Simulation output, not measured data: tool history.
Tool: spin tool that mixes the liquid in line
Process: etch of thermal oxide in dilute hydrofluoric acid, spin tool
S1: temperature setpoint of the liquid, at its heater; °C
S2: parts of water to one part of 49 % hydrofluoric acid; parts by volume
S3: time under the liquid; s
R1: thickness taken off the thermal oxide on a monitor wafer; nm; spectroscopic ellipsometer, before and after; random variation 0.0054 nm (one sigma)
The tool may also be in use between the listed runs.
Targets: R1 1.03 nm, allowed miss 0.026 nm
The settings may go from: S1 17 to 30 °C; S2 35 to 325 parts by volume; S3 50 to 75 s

run	hour	S1	S2	S3	R1
1	0	22	180	75	1.773
2	1.8	20.5	200	75	1.4585
3	6.8	19.5	210	75	1.3508
4	13.5	19.5	245	75	1.1232
5	16.4	19	245	75	1.0861
6	17.5	19	245	75	1.0919
7	25.1	19	245	75	1.0909
8	31.8	18.5	245	75	1.0634
# hour 37.3: thermometer replaced
9	37.3	18	245	75	0.98882

4 next moves are on the table. One of them brings every result within its allowed miss. Which?
A	42.8	19	195	50	?
B	42.8	20	270	75	?
C	42.8	17	255	75	?
D	42.8	18.5	240	75	?

move	R1
A	0.90072
B	0.94475
C	0.90477
D	1.0322
A: further off than the last run
B: further off than the last run
C: further off than the last run
D: meets every target
The right move is D.
